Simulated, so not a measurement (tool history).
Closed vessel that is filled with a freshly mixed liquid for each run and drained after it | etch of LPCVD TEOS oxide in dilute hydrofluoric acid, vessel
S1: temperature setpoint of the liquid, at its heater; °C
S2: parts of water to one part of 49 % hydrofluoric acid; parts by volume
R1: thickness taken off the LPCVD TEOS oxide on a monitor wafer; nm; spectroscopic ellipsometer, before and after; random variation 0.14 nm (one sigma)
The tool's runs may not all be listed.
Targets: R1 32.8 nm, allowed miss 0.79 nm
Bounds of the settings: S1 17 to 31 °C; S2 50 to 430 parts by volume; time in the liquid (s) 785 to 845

{"run": 1, "hour": 0.0, "S1": 23, "S2": 240, "time in the liquid (s)": 785, "R1": 69.205}
{"run": 2, "hour": 8.6, "S1": 23, "S2": 195, "time in the liquid (s)": 785, "R1": 89.347}
{"run": 3, "hour": 17.1, "S1": 21.5, "S2": 235, "time in the liquid (s)": 785, "R1": 66.835}
{"run": 4, "hour": 25.5, "S1": 20.5, "S2": 260, "time in the liquid (s)": 785, "R1": 57.104}
{"run": 5, "hour": 33.1, "S1": 20.5, "S2": 175, "time in the liquid (s)": 785, "R1": 92.274}
{"run": 6, "hour": 34.5, "S1": 19.5, "S2": 220, "time in the liquid (s)": 785, "R1": 67.328}
{"run": 7, "hour": 39.7, "S1": 19, "S2": 250, "time in the liquid (s)": 785, "R1": 56.677}
{"run": 8, "hour": 41.8, "S1": 17, "S2": 345, "time in the liquid (s)": 785, "R1": 35.142}

4 next moves are on the table. One of them brings every result within its allowed miss. Which?
{"run": "A", "hour": 43.9, "S1": 17, "S2": 380, "time in the liquid (s)": 790, "R1": "?"}
{"run": "B", "hour": 43.9, "S1": 20, "S2": 410, "time in the liquid (s)": 785, "R1": "?"}
{"run": "C", "hour": 43.9, "S1": 17, "S2": 380, "time in the liquid (s)": 835, "R1": "?"}
{"run": "D", "hour": 43.9, "S1": 21, "S2": 425, "time in the liquid (s)": 795, "R1": "?"}

move=A R1=31.096
move=B R1=31.096
move=C R1=32.867
move=D R1=31.05
A: takes the result that was furthest off past its target
B: takes the result that was furthest off past its target
C: meets every target
D: takes the result that was furthest off past its target
Move C is the one to make.

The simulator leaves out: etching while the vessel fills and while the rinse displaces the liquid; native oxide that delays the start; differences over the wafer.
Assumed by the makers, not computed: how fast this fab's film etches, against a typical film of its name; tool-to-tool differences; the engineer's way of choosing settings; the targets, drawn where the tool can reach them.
